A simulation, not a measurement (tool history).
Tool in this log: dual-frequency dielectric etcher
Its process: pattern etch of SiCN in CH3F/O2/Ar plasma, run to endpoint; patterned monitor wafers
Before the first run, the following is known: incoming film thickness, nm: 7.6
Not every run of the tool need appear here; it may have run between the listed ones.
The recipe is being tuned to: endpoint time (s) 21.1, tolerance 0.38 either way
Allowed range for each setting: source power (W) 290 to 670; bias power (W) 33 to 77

Run 1, hour 0: source power (W) 480, bias power (W) 55. Result: endpoint time (s) 19.497.
Run 2, hour 2.9: source power (W) 450, bias power (W) 54. Result: endpoint time (s) 19.957.
Run 3, hour 4.3: source power (W) 530, bias power (W) 54. Result: endpoint time (s) 18.445.
Run 4, hour 10.5: source power (W) 490, bias power (W) 53. Result: endpoint time (s) 19.284.
Run 5, hour 18.2: source power (W) 440, bias power (W) 53. Result: endpoint time (s) 20.148.
Run 6, hour 23.1: source power (W) 360, bias power (W) 53. Result: endpoint time (s) 22.263.
Run 7, hour 25.2: source power (W) 370, bias power (W) 53. Result: endpoint time (s) 21.992.
Run 8, hour 34: source power (W) 380, bias power (W) 53. Result: endpoint time (s) 21.859.
Run 9, hour 41.6: source power (W) 430, bias power (W) 54. Result: endpoint time (s) 20.335.

Which single option among these 5 for the next run brings every result within its allowed miss of target? Just one does.
Run A, hour 49.2: source power (W) 430, bias power (W) 47. Result: endpoint time (s) ?.
Run B, hour 49.2: source power (W) 400, bias power (W) 65. Result: endpoint time (s) ?.
Run C, hour 49.2: source power (W) 460, bias power (W) 51. Result: endpoint time (s) ?.
Run D, hour 49.2: source power (W) 440, bias power (W) 51. Result: endpoint time (s) ?.
Run E, hour 49.2: source power (W) 410, bias power (W) 65. Result: endpoint time (s) ?.

move  endpoint time (s)
   A             21.282
   B             20.096
   C             20.184
   D             20.602
   E             19.868
A: all results in spec
B: misses by more than the last run did
C: misses by more than the last run did
D: better than the last run, though not everything is in spec
E: misses by more than the last run did
So the answer is move A, the one that meets all the targets.
